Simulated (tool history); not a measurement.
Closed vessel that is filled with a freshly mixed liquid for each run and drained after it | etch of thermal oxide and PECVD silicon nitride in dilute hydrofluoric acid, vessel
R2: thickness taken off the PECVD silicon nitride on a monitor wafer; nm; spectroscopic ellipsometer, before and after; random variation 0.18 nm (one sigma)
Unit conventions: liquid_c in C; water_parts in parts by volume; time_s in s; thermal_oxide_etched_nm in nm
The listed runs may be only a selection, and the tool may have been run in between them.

{"run": 1, "hour": 0.0, "liquid_c": 23, "water_parts": 165, "time_s": 400, "thermal_oxide_etched_nm": 10.542, "R2": 13.93}
{"run": 2, "hour": 1.3, "liquid_c": 23.5, "water_parts": 150, "time_s": 395, "thermal_oxide_etched_nm": 11.774, "R2": 15.276}
{"run": 3, "hour": 10.6, "liquid_c": 23.5, "water_parts": 150, "time_s": 525, "thermal_oxide_etched_nm": 15.794, "R2": 20.601}
{"run": 4, "hour": 19.2, "liquid_c": 23.5, "water_parts": 195, "time_s": 525, "thermal_oxide_etched_nm": 11.597, "R2": 15.755}
{"run": 5, "hour": 21.7, "liquid_c": 23.5, "water_parts": 195, "time_s": 425, "thermal_oxide_etched_nm": 9.3523, "R2": 12.7}
{"run": 6, "hour": 23.9, "liquid_c": 23.5, "water_parts": 240, "time_s": 425, "thermal_oxide_etched_nm": 7.2557, "R2": 10.367}
{"run": 7, "hour": 26.2, "liquid_c": 24, "water_parts": 215, "time_s": 420, "thermal_oxide_etched_nm": 8.3324, "R2": 11.652}
{"run": 8, "hour": 35.6, "liquid_c": 28, "water_parts": 150, "time_s": 400, "thermal_oxide_etched_nm": 14.322, "R2": 20.738}
{"run": 9, "hour": 36.8, "liquid_c": 28, "water_parts": 140, "time_s": 395, "thermal_oxide_etched_nm": 15.306, "R2": 22.12}
{"run": 10, "hour": 43.6, "liquid_c": 28, "water_parts": 130, "time_s": 390, "thermal_oxide_etched_nm": 16.596, "R2": 23.317}

What will run 11 give?
{"run": 11, "hour": 46.1, "liquid_c": 28, "water_parts": 125, "time_s": 385, "thermal_oxide_etched_nm": "?", "R2": "?"}

thermal_oxide_etched_nm: 17.037 nm
R2: 24.298 nm
